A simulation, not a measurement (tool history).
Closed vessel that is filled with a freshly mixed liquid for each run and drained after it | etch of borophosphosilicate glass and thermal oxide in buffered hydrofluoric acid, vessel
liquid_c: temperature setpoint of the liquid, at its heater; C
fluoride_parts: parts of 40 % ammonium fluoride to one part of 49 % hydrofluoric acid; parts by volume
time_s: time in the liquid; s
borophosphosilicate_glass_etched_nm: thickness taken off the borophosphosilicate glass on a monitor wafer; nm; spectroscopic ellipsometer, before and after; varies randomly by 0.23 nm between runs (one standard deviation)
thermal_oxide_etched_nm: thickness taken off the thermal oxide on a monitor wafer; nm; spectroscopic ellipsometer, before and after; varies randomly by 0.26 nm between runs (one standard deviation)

| run | hour | liquid_c | fluoride_parts | time_s | borophosphosilicate_glass_etched_nm | thermal_oxide_etched_nm |
|---|---|---|---|---|---|---|
| 1 | 0 | 21 | 12.5 | 60 | 42.726 | 45.836 |
| 2 | 1.4 | 18.5 | 12.5 | 60 | 37.548 | 39.506 |
| 3 | 9.8 | 18.5 | 9 | 60 | 50.213 | 52.485 |
| 4 | 14 | 18 | 11.5 | 60 | 39.754 | 42.336 |
| 5 | 16.1 | 17.5 | 13 | 60 | 33.958 | 36.439 |
| 6 | 23.9 | 17.5 | 14 | 60 | 31.486 | 33.165 |
|  | 31 | thermometer replaced |
| 7 | 31 | 17.5 | 15 | 60 | 33.57 | 35.938 |

What does the tool deliver on the next run?
| 8 | 34.2 | 17.5 | 16.5 | 60 | ? | ? |

{"run 8": {"borophosphosilicate_glass_etched_nm": 30.735, "thermal_oxide_etched_nm": 32.446}}
